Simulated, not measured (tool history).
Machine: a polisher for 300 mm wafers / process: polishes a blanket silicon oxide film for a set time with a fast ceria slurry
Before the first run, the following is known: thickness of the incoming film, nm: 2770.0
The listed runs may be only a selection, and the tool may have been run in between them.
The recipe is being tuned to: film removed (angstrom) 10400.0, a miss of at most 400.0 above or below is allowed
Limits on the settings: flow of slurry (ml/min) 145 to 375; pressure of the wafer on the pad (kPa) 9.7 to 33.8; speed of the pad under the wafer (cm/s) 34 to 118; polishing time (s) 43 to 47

run  hour  flow of slurry (ml/min)  pressure of the wafer on the pad (kPa)  speed of the pad under the wafer (cm/s)  polishing time (s)  film removed (angstrom)
  1   0.0                      240                                    21.4                                       76                  47                   6734.2
  2   6.9                      240                                    18.6                                       76                  47                   5967.0
  3  13.7                      240                                    20.0                                       76                  47                   6348.5
  4  14.6                      240                                    16.5                                       76                  47                   5466.1
  5  20.2                      215                                    16.5                                       76                  47                   5308.3
  6  22.9                      215                                    20.0                                       76                  47                   6318.6
  7  29.1                      215                                    20.7                                       76                  47                   6402.4
  8  30.5                      220                                    21.4                                       76                  47                   6619.7
  9  39.1                      225                                    27.6                                       78                  47                   8454.2
 10  42.0                      225                                    28.3                                       78                  47                   8792.3
     43.6  -- slurry nozzle cleaned
 11  43.6                      225                                    29.0                                       78                  47                   9590.9
 12  49.3                      230                                    29.6                                       78                  47                   9430.2

Consider the 4 candidate settings below. Which is the only one whose results all fall within their allowed miss of target?
  A  55.0                      320                                    25.5                                       72                  46                        ?
  B  55.0                      210                                    29.0                                       78                  47                        ?
  C  55.0                      225                                    31.7                                       80                  47                        ?
  D  55.0                      165                                    28.3                                       76                  47                        ?

move  film removed (angstrom)
   A                   7906.9
   B                   9326.8
   C                  10429.0
   D                   8626.1
A: its largest miss is bigger than the last run's
B: its largest miss is bigger than the last run's
C: in spec on every target
D: its largest miss is bigger than the last run's
Answer: C
